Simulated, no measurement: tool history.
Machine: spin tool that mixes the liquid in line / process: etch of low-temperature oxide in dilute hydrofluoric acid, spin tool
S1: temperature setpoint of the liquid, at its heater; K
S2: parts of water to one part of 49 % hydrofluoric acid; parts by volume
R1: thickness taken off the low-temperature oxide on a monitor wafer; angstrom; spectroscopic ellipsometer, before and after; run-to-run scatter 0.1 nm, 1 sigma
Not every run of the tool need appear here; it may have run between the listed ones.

run 1 day=0.000 | S1=298.15 S2=295 time_under_the_liquid_(s)=70 | R1=52.765
run 2 day=0.200 | S1=301.65 S2=295 time_under_the_liquid_(s)=70 | R1=59.057
run 3 day=0.546 | S1=301.65 S2=295 time_under_the_liquid_(s)=70 | R1=59.064
run 4 day=0.642 | S1=301.65 S2=295 time_under_the_liquid_(s)=50 | R1=42.030
run 5 day=0.875 | S1=301.65 S2=235 time_under_the_liquid_(s)=50 | R1=56.281
run 6 day=1.025 | S1=302.65 S2=190 time_under_the_liquid_(s)=55 | R1=84.048
run 7 day=1.188 | S1=303.15 S2=175 time_under_the_liquid_(s)=55 | R1=94.316
run 8 day=1.438 | S1=303.65 S2=165 time_under_the_liquid_(s)=55 | R1=101.450
run 9 day=1.667 | S1=306.15 S2=125 time_under_the_liquid_(s)=55 | R1=156.290

Run 10 is up next; what results do you expect?
run 10 day=1.725 | S1=305.65 S2=125 time_under_the_liquid_(s)=55 | R1=?

Run 10 measured R1 152.910 angstrom.

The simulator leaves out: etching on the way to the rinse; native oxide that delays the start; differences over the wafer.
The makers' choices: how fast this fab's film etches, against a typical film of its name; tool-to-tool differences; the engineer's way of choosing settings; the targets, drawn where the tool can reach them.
